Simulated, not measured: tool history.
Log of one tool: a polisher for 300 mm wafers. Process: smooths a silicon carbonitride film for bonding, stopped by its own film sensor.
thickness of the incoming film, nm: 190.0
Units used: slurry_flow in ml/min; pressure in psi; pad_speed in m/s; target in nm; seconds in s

run	hour	slurry_flow	pressure	pad_speed	slurry_solids	target	seconds
1	0.0	125	2.5	0.96	1.0	150	144.50
2	1.8	125	2.8	0.96	1.0	150	129.21
3	9.6	125	2.8	0.96	1.2	150	115.80
4	11.6	125	2.8	0.96	1.2	148	121.50
5	17.6	125	2.8	0.96	1.2	150	113.06
6	19.5	150	2.8	0.96	1.2	150	109.06
# hour 23.5: slurry blender recalibrated
7	23.5	150	2.6	0.96	1.2	150	97.98
8	30.6	140	2.6	0.90	1.2	150	100.39

Run 9 comes next. What will it give?
9	38.1	140	1.9	0.62	1.1	149	?

Run 9 measured seconds 181.72 s.
